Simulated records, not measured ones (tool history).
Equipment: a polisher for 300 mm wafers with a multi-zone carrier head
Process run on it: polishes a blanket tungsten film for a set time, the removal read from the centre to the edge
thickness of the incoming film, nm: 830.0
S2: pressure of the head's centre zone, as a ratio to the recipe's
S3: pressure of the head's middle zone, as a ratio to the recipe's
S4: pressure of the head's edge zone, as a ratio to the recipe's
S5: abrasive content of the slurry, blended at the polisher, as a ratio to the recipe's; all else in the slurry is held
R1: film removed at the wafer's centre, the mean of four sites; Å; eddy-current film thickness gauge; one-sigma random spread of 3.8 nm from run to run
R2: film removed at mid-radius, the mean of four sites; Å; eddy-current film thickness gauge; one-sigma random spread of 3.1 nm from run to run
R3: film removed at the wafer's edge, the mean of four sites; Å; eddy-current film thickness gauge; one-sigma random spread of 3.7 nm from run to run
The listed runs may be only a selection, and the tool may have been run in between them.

Run 1, hour 0: flow of slurry (ml/min) 240, S2 1, S3 1, S4 1, S5 1, polishing time (s) 46. Result: R1 2469 Å, R2 2553.6 Å, R3 2568.9 Å.
Run 2, hour 4.5: flow of slurry (ml/min) 240, S2 1.07, S3 1, S4 1, S5 1, polishing time (s) 46. Result: R1 2682.4 Å, R2 2550.6 Å, R3 2599.6 Å.
Run 3, hour 10.6: flow of slurry (ml/min) 240, S2 1.07, S3 1, S4 1, S5 1.15, polishing time (s) 46. Result: R1 2775 Å, R2 2640.6 Å, R3 2665.1 Å.
Run 4, hour 13.3: flow of slurry (ml/min) 280, S2 1.07, S3 1, S4 1, S5 1.15, polishing time (s) 46. Result: R1 2811.9 Å, R2 2692.2 Å, R3 2668.3 Å.
Run 5, hour 21.2: flow of slurry (ml/min) 280, S2 1.01, S3 1, S4 1, S5 1.15, polishing time (s) 46. Result: R1 2669 Å, R2 2744.2 Å, R3 2737.8 Å.
Run 6, hour 28.4: flow of slurry (ml/min) 285, S2 1.02, S3 1.02, S4 1.01, S5 1.2, polishing time (s) 46. Result: R1 2701.4 Å, R2 2781.3 Å, R3 2744.2 Å.
Run 7, hour 34.1: flow of slurry (ml/min) 290, S2 1.03, S3 1.03, S4 1.01, S5 1.25, polishing time (s) 46. Result: R1 2819.8 Å, R2 2797.2 Å, R3 2762.1 Å.

Run 8, settings as shown, results not yet in. Your forecast:
Run 8, hour 36.6: flow of slurry (ml/min) 295, S2 1.03, S3 1.04, S4 1.01, S5 1.3, polishing time (s) 46. Result: R1 ?, R2 ?, R3 ?.

{"run 8": {"R1": 2857.8, "R2": 2841.8, "R3": 2797.5}}
